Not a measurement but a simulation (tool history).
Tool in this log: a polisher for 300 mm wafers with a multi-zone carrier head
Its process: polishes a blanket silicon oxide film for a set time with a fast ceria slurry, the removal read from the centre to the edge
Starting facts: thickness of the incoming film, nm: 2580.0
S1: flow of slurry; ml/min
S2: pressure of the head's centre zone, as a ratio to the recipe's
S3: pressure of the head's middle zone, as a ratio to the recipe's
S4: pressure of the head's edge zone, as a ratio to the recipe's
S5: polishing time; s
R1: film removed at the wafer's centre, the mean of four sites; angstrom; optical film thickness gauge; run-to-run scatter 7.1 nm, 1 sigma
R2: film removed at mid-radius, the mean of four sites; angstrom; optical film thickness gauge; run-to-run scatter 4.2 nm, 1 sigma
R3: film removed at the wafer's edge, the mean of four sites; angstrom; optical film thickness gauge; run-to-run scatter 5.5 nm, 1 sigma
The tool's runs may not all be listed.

run,hour,S1,S2,S3,S4,S5,R1,R2,R3
1,0.0,260,1.00,1.00,1.00,67,6692.0,6677.1,6565.6
2,3.5,255,0.97,0.97,0.96,65,6291.5,6494.6,6264.3
3,10.3,255,0.97,0.97,0.88,65,6150.7,6414.0,5986.0
4,16.2,255,0.97,0.97,0.81,65,6324.8,6289.0,5845.4
5,24.9,245,0.94,0.94,0.81,64,5792.1,6080.9,5720.8
6,27.8,245,0.94,0.87,0.81,64,6006.5,5792.9,5670.5
7,29.0,235,0.92,0.85,0.81,64,5651.9,5698.7,5611.0

Run 8 is up next; what results do you expect?
8,36.7,195,0.90,0.81,0.81,64,?,?,?

Run 8 came out at R1 5411.8 angstrom, R2 5470.6 angstrom, R3 5651.9 angstrom.
